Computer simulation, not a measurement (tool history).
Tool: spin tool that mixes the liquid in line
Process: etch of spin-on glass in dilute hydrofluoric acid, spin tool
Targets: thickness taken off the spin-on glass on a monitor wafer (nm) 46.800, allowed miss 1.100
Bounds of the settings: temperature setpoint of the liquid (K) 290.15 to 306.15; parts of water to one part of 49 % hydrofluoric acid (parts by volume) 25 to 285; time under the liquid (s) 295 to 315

run,hour,temperature setpoint of the liquid (K),parts of water to one part of 49 % hydrofluoric acid (parts by volume),time under the liquid (s),thickness taken off the spin-on glass on a monitor wafer (nm)
1,0.0,298.15,155,295,68.476
2,1.4,299.65,155,295,72.993
3,6.4,297.15,155,295,65.550
4,9.0,297.15,155,315,70.332
5,11.9,295.65,155,315,65.888
6,17.2,295.65,155,295,61.825
7,18.1,294.65,155,295,59.207
8,26.4,293.65,155,295,58.141
9,30.7,293.15,160,295,54.042
10,34.5,292.65,160,295,53.384
# hour 40.5: thermometer replaced
11,40.5,292.15,160,295,56.719
12,46.6,291.65,165,295,54.016
13,51.0,291.65,170,295,52.072
14,58.6,291.15,175,295,48.726
15,64.8,291.15,175,295,48.955
16,67.8,290.65,175,295,48.154

4 next moves are on the table. One of them brings every result within its allowed miss. Which?
A,70.8,290.15,180,315,?
B,70.8,290.15,165,295,?
C,70.8,290.15,195,315,?
D,70.8,290.15,175,295,?

move,thickness taken off the spin-on glass on a monitor wafer (nm)
A,48.607
B,50.367
C,44.248
D,47.041
A: further off than the last run
B: further off than the last run
C: takes the result that was furthest off past its target
D: meets every target
The right move is D.
